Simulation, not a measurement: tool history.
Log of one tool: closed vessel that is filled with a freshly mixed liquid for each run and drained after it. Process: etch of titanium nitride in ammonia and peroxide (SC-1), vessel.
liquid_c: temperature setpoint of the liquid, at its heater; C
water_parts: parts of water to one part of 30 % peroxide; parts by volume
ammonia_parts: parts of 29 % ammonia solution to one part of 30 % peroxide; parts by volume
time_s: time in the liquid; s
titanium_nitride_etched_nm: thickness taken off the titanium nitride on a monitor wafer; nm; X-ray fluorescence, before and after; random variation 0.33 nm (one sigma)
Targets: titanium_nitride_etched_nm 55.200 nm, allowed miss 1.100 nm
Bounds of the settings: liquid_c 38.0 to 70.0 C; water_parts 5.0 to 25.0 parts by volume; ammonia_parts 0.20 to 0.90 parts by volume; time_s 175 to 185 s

{"run": 1, "day": 0.0, "liquid_c": 54.0, "water_parts": 14.0, "ammonia_parts": 0.5, "time_s": 175, "titanium_nitride_etched_nm": 20.659}
{"run": 2, "day": 0.121, "liquid_c": 56.0, "water_parts": 14.0, "ammonia_parts": 0.5, "time_s": 175, "titanium_nitride_etched_nm": 23.585}
{"run": 3, "day": 0.467, "liquid_c": 56.0, "water_parts": 10.5, "ammonia_parts": 0.5, "time_s": 175, "titanium_nitride_etched_nm": 27.726}
{"run": 4, "day": 0.825, "liquid_c": 56.0, "water_parts": 10.5, "ammonia_parts": 0.35, "time_s": 175, "titanium_nitride_etched_nm": 25.839}
{"run": 5, "day": 0.988, "liquid_c": 56.0, "water_parts": 10.5, "ammonia_parts": 0.35, "time_s": 175, "titanium_nitride_etched_nm": 25.968}
{"run": 6, "day": 1.171, "liquid_c": 57.5, "water_parts": 10.5, "ammonia_parts": 0.35, "time_s": 175, "titanium_nitride_etched_nm": 28.873}
{"run": 7, "day": 1.412, "liquid_c": 58.5, "water_parts": 10.5, "ammonia_parts": 0.35, "time_s": 175, "titanium_nitride_etched_nm": 30.828}
{"run": 8, "day": 1.471, "liquid_c": 59.5, "water_parts": 10.5, "ammonia_parts": 0.35, "time_s": 175, "titanium_nitride_etched_nm": 32.956}
{"run": 9, "day": 1.6, "liquid_c": 60.5, "water_parts": 10.5, "ammonia_parts": 0.35, "time_s": 175, "titanium_nitride_etched_nm": 35.135}
{"run": 10, "day": 1.967, "liquid_c": 61.5, "water_parts": 10.5, "ammonia_parts": 0.35, "time_s": 175, "titanium_nitride_etched_nm": 37.034}
{"run": 11, "day": 2.192, "liquid_c": 61.5, "water_parts": 10.5, "ammonia_parts": 0.35, "time_s": 175, "titanium_nitride_etched_nm": 37.508}
{"run": 12, "day": 2.567, "liquid_c": 62.0, "water_parts": 10.5, "ammonia_parts": 0.35, "time_s": 175, "titanium_nitride_etched_nm": 38.545}
{"run": 13, "day": 2.862, "liquid_c": 62.5, "water_parts": 10.5, "ammonia_parts": 0.35, "time_s": 175, "titanium_nitride_etched_nm": 39.742}
{"run": 14, "day": 3.117, "liquid_c": 68.5, "water_parts": 10.5, "ammonia_parts": 0.35, "time_s": 175, "titanium_nitride_etched_nm": 58.548}
{"run": 15, "day": 3.342, "liquid_c": 68.0, "water_parts": 10.5, "ammonia_parts": 0.35, "time_s": 175, "titanium_nitride_etched_nm": 56.644}

Which of these 5 next moves meets every target?
{"run": "A", "day": 3.567, "liquid_c": 67.0, "water_parts": 9.5, "ammonia_parts": 0.4, "time_s": 180, "titanium_nitride_etched_nm": "?"}
{"run": "B", "day": 3.567, "liquid_c": 67.0, "water_parts": 10.0, "ammonia_parts": 0.45, "time_s": 180, "titanium_nitride_etched_nm": "?"}
{"run": "C", "day": 3.567, "liquid_c": 69.0, "water_parts": 15.0, "ammonia_parts": 0.55, "time_s": 180, "titanium_nitride_etched_nm": "?"}
{"run": "D", "day": 3.567, "liquid_c": 68.5, "water_parts": 13.5, "ammonia_parts": 0.5, "time_s": 185, "titanium_nitride_etched_nm": "?"}
{"run": "E", "day": 3.567, "liquid_c": 66.5, "water_parts": 12.0, "ammonia_parts": 0.65, "time_s": 175, "titanium_nitride_etched_nm": "?"}

move=A titanium_nitride_etched_nm=59.107
move=B titanium_nitride_etched_nm=58.754
move=C titanium_nitride_etched_nm=55.562
move=D titanium_nitride_etched_nm=57.611
move=E titanium_nitride_etched_nm=53.613
A: further off than the last run
B: further off than the last run
C: meets every target
D: further off than the last run
E: takes the result that was furthest off past its target
Answer: C
